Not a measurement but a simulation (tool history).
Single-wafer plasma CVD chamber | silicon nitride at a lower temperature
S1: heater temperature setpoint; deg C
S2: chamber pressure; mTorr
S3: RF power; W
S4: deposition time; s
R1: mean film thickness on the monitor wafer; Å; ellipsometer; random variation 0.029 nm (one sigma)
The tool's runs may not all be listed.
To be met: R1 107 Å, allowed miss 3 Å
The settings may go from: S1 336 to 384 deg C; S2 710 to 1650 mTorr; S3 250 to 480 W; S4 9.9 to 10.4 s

| run | day | S1 | S2 | S3 | S4 | R1 |
|---|---|---|---|---|---|---|
| 1 | 0 | 360 | 1180 | 365 | 10.4 | 135.59 |
| 2 | 0.075 | 360 | 1110 | 365 | 10.4 | 134.28 |
| 3 | 0.175 | 360 | 1110 | 365 | 9.9 | 127.61 |
| 4 | 0.438 | 360 | 1030 | 345 | 9.9 | 120.7 |
| 5 | 0.692 | 360 | 970 | 335 | 9.9 | 117.25 |
| 6 | 0.75 | 360 | 970 | 335 | 10.4 | 122.66 |
| 7 | 0.946 | 360 | 930 | 320 | 10.3 | 116.58 |
| 8 | 1.121 | 360 | 890 | 310 | 10.3 | 113.36 |
| 9 | 1.208 | 360 | 770 | 290 | 10.2 | 103.2 |

5 next moves are on the table. One of them brings every result within its allowed miss. Which?
| A | 1.296 | 358 | 710 | 290 | 9.9 | ? |
| B | 1.296 | 362 | 730 | 290 | 9.9 | ? |
| C | 1.296 | 368 | 770 | 295 | 9.9 | ? |
| D | 1.296 | 358 | 730 | 280 | 10.3 | ? |
| E | 1.296 | 366 | 740 | 310 | 10.2 | ? |

| move | R1 |
|---|---|
| A | 98.883 |
| B | 99.345 |
| C | 101.54 |
| D | 101.01 |
| E | 107.35 |
A: further off than the last run
B: further off than the last run
C: further off than the last run
D: further off than the last run
E: meets every target
The right move is E.
